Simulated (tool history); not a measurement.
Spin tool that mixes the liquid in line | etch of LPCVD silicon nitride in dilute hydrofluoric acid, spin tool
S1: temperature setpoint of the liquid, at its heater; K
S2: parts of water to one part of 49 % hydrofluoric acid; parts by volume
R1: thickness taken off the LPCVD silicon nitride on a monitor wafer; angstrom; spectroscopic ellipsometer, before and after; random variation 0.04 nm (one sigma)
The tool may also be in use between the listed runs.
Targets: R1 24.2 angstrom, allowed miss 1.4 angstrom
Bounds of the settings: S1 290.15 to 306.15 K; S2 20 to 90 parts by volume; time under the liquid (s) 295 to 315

{"run": 1, "hour": 0.0, "S1": 298.15, "S2": 50, "time under the liquid (s)": 295, "R1": 34.741}
{"run": 2, "hour": 4.1, "S1": 296.65, "S2": 50, "time under the liquid (s)": 295, "R1": 31.884}
{"run": 3, "hour": 12.6, "S1": 296.65, "S2": 40, "time under the liquid (s)": 295, "R1": 38.865}
{"run": 4, "hour": 17.9, "S1": 293.15, "S2": 40, "time under the liquid (s)": 295, "R1": 31.159}
{"run": 5, "hour": 24.9, "S1": 292.15, "S2": 40, "time under the liquid (s)": 295, "R1": 28.454}
{"run": 6, "hour": 33.2, "S1": 291.65, "S2": 40, "time under the liquid (s)": 295, "R1": 28.466}
{"run": 7, "hour": 34.7, "S1": 291.15, "S2": 40, "time under the liquid (s)": 295, "R1": 27.192}
{"run": 8, "hour": 41.9, "S1": 290.65, "S2": 40, "time under the liquid (s)": 295, "R1": 27.094}
{"run": 9, "hour": 46.3, "S1": 290.15, "S2": 45, "time under the liquid (s)": 295, "R1": 21.864}

Which of these 4 next moves meets every target?
{"run": "A", "hour": 50.7, "S1": 290.65, "S2": 50, "time under the liquid (s)": 295, "R1": "?"}
{"run": "B", "hour": 50.7, "S1": 290.65, "S2": 55, "time under the liquid (s)": 295, "R1": "?"}
{"run": "C", "hour": 50.7, "S1": 290.65, "S2": 45, "time under the liquid (s)": 310, "R1": "?"}
{"run": "D", "hour": 50.7, "S1": 290.65, "S2": 55, "time under the liquid (s)": 310, "R1": "?"}

move=A R1=20.504
move=B R1=18.69
move=C R1=23.867
move=D R1=19.64
A: further off than the last run
B: further off than the last run
C: meets every target
D: further off than the last run
Answer: C

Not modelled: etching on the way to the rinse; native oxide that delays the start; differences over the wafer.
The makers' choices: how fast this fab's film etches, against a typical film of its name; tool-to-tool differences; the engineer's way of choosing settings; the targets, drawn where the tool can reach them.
